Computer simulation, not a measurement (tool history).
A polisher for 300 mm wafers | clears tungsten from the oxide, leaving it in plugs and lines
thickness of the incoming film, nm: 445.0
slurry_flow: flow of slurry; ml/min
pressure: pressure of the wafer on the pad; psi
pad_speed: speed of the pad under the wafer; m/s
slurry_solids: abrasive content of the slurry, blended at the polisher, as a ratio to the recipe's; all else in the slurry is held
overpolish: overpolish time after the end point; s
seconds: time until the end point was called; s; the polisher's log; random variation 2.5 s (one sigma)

| run | day | slurry_flow | pressure | pad_speed | slurry_solids | overpolish | seconds |
|---|---|---|---|---|---|---|---|
| 1 | 0.000 | 200 | 2.9 | 0.96 | 1.00 | 4 | 105.890 |
| 2 | 0.179 | 200 | 2.9 | 1.10 | 1.00 | 4 | 92.745 |
| 3 | 0.512 | 200 | 2.9 | 0.90 | 1.00 | 4 | 110.030 |
| 4 | 0.858 | 195 | 2.4 | 0.84 | 1.00 | 4 | 139.010 |
| 5 | 0.900 | 195 | 2.4 | 0.84 | 1.00 | 4 | 142.450 |
| 6 | 0.925 | 195 | 2.4 | 0.84 | 1.15 | 4 | 135.200 |
| 7 | 1.250 | 195 | 2.1 | 0.78 | 1.15 | 4 | 165.540 |
| 8 | 1.550 | 195 | 1.9 | 0.76 | 1.15 | 4 | 185.850 |
| 9 | 1.775 | 195 | 1.7 | 0.76 | 1.15 | 4 | 206.490 |

The next listed run, before its measurement:
| 10 | 2.104 | 195 | 1.6 | 0.76 | 1.15 | 4 | ? |

{"run 10": {"seconds": 217.11}}
